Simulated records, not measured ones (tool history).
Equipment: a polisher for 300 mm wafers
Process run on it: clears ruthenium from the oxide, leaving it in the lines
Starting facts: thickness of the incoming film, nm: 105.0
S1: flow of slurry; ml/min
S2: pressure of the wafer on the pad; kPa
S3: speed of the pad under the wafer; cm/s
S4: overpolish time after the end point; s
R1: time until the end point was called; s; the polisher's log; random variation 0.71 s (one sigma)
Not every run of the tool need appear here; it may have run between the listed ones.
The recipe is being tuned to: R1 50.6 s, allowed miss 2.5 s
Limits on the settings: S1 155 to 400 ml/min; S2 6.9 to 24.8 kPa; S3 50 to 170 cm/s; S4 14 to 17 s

Run 1, hour 0: S1 255 ml/min, S2 15.9 kPa, S3 110 cm/s, S4 17 s. Result: R1 69.934 s.
Run 2, hour 2.5: S1 255 ml/min, S2 15.9 kPa, S3 92 cm/s, S4 17 s. Result: R1 77.408 s.
Run 3, hour 10.4: S1 255 ml/min, S2 18.6 kPa, S3 92 cm/s, S4 17 s. Result: R1 67.304 s.
Run 4, hour 16.2: S1 255 ml/min, S2 21.4 kPa, S3 92 cm/s, S4 17 s. Result: R1 60.732 s.
Run 5, hour 18.9: S1 255 ml/min, S2 21.4 kPa, S3 92 cm/s, S4 14 s. Result: R1 59.877 s.
Run 6, hour 26.6: S1 255 ml/min, S2 21.4 kPa, S3 92 cm/s, S4 17 s. Result: R1 60.022 s.
Run 7, hour 33.4: S1 255 ml/min, S2 22.8 kPa, S3 94 cm/s, S4 17 s. Result: R1 55.567 s.
Run 8, hour 37.9: S1 255 ml/min, S2 23.4 kPa, S3 94 cm/s, S4 17 s. Result: R1 55.816 s.

Exercise: of the 4 proposed moves below, exactly one satisfies all targets within the stated allowed misses. Which move is it?
Run A, hour 42.4: S1 295 ml/min, S2 24.8 kPa, S3 94 cm/s, S4 17 s. Result: R1 ?.
Run B, hour 42.4: S1 295 ml/min, S2 21.4 kPa, S3 98 cm/s, S4 16 s. Result: R1 ?.
Run C, hour 42.4: S1 290 ml/min, S2 24.8 kPa, S3 114 cm/s, S4 14 s. Result: R1 ?.
Run D, hour 42.4: S1 230 ml/min, S2 23.4 kPa, S3 86 cm/s, S4 17 s. Result: R1 ?.

move      R1
   A  52.166
   B  57.989
   C  46.044
   D  59.182
A: in spec on every target
B: its largest miss is bigger than the last run's
C: pushes the last run's worst result past its target
D: its largest miss is bigger than the last run's
A is the move that brings every result within its allowed miss.
